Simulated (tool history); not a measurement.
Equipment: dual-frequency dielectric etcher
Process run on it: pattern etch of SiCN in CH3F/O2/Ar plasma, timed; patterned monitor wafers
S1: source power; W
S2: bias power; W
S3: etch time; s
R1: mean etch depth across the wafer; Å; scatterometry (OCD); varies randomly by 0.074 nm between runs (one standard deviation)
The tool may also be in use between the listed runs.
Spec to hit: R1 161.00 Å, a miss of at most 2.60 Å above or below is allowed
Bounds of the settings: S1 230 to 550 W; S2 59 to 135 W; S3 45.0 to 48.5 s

run,day,S1,S2,S3,R1
1,0.000,390,97,48.5,197.46
2,0.325,390,97,45.0,183.85
3,0.425,390,97,45.0,182.78
4,0.621,390,112,45.0,194.41
5,0.788,390,112,45.0,192.73
6,1.058,390,103,45.0,186.80
7,1.292,370,102,45.0,183.14
8,1.562,350,101,45.0,180.05
9,1.842,350,101,45.0,179.95
10,2.117,340,100,45.0,176.89
11,2.392,330,100,45.0,177.67
12,2.488,320,99,45.0,174.78
13,2.554,310,98,45.0,172.49

Exactly one of the 4 candidate moves below puts every result within its allowed miss. Which one?
A,2.621,290,75,47.0,?
B,2.621,340,79,45.5,?
C,2.621,240,88,45.5,?
D,2.621,290,74,47.5,?

move,R1
A,155.35
B,161.40
C,153.67
D,156.03
A: moves the result that the last run missed by most past its target, out the other side
B: all results land within tolerance of their targets
C: moves the result that the last run missed by most past its target, out the other side
D: moves the result that the last run missed by most past its target, out the other side
Answer: B
